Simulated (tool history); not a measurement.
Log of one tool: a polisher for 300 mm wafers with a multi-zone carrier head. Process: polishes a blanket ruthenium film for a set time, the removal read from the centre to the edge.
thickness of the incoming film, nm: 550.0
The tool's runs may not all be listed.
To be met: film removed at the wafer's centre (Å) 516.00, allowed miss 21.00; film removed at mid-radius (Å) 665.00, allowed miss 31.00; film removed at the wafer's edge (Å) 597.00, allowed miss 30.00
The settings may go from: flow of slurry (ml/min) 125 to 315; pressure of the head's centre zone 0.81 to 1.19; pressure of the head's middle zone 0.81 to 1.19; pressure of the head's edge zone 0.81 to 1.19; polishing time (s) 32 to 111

run	hour	flow of slurry (ml/min)	pressure of the head's centre zone	pressure of the head's middle zone	pressure of the head's edge zone	polishing time (s)	film removed at the wafer's centre (Å)	film removed at mid-radius (Å)	film removed at the wafer's edge (Å)
1	0.0	205	1.00	1.00	1.00	71	666.91	674.27	649.68
2	8.2	200	0.95	1.02	0.99	70	604.39	677.40	626.90
3	9.1	180	0.95	1.02	0.99	70	606.10	687.92	623.54
4	15.4	180	0.95	1.02	0.96	70	607.16	665.58	636.26
5	18.5	180	0.95	1.02	0.92	70	618.36	665.46	595.90
6	22.6	180	0.92	1.02	0.93	70	588.47	665.20	620.97
7	27.2	180	0.90	1.03	0.93	69	556.49	664.41	601.53
8	28.5	180	0.89	1.03	0.93	69	544.73	664.08	601.09
9	35.2	180	0.88	1.03	0.93	69	540.49	656.83	612.49
10	40.4	180	0.88	1.03	0.93	69	549.29	660.49	601.59
# hour 45.6: worn pad replaced by a new one
11	45.6	180	0.87	1.03	0.93	69	599.52	720.47	653.08
12	52.7	150	0.81	1.06	0.95	58	451.08	618.51	546.04

Which of these 5 next moves meets every target?
A	59.8	140	1.04	0.98	0.90	58	?	?	?
B	59.8	135	0.98	1.01	0.97	61	?	?	?
C	59.8	140	0.81	1.04	1.01	55	?	?	?
D	59.8	160	0.82	1.03	0.88	65	?	?	?
E	59.8	235	0.90	1.03	0.94	61	?	?	?

move	film removed at the wafer's centre (Å)	film removed at mid-radius (Å)	film removed at the wafer's edge (Å)
A	559.75	565.58	522.31
B	550.18	604.53	565.81
C	412.70	561.90	522.61
D	507.39	675.33	589.17
E	556.43	669.55	593.75
A: takes the result that was furthest off past its target
B: takes the result that was furthest off past its target
C: further off than the last run
D: meets every target
E: takes the result that was furthest off past its target
Move D is the one to make.
